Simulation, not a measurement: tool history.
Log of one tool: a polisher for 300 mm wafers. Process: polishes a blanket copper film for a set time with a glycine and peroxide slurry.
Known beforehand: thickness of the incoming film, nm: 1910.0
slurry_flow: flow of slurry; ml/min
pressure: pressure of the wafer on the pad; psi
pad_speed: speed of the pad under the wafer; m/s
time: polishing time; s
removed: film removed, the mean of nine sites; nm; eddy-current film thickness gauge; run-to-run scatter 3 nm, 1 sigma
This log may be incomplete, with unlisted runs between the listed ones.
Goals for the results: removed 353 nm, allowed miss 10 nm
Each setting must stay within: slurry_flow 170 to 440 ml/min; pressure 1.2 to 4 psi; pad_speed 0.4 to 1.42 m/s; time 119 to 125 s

run,day,slurry_flow,pressure,pad_speed,time,removed
1,0,280,2.6,0.9,119,509.53
2,0.083,220,2.6,0.9,119,483.58
3,0.392,220,2.6,0.9,125,507.59
4,0.754,215,2.5,0.9,125,497.76
5,0.85,215,2.9,0.9,125,543.53
6,1.171,215,2.9,0.9,119,513.98
7,1.238,210,2.7,0.9,119,496.33
8,1.6,210,2.5,0.9,119,473.4
9,1.729,210,2.3,0.9,119,452.7
10,1.875,210,2.2,0.9,119,450.79
11,2.112,210,2.1,0.9,119,438.01
12,2.475,210,2,0.9,119,423.68
13,2.625,210,1.9,0.9,119,412.58
14,2.721,210,1.9,0.9,119,414.3
15,3.042,210,1.8,0.9,119,405.18
16,3.242,210,1.7,0.9,119,388.4
17,3.367,205,1.5,0.9,119,375.15

Which one of the following 5 next-run settings gets every result inside its allowed miss? There is exactly one.
A,3.492,190,1.4,0.86,121,?
B,3.492,200,1.2,0.82,121,?
C,3.492,210,1.3,0.94,123,?
D,3.492,200,1.5,0.88,125,?
E,3.492,170,1.4,1.02,122,?

move,removed
A,357.98
B,332.93
C,379.45
D,387.97
E,392.31
A: hits every target within its allowed miss
B: pushes the last run's worst result past its target
C: moves away from the targets compared with the last run
D: moves away from the targets compared with the last run
E: moves away from the targets compared with the last run
So the answer is move A, the one that meets all the targets.
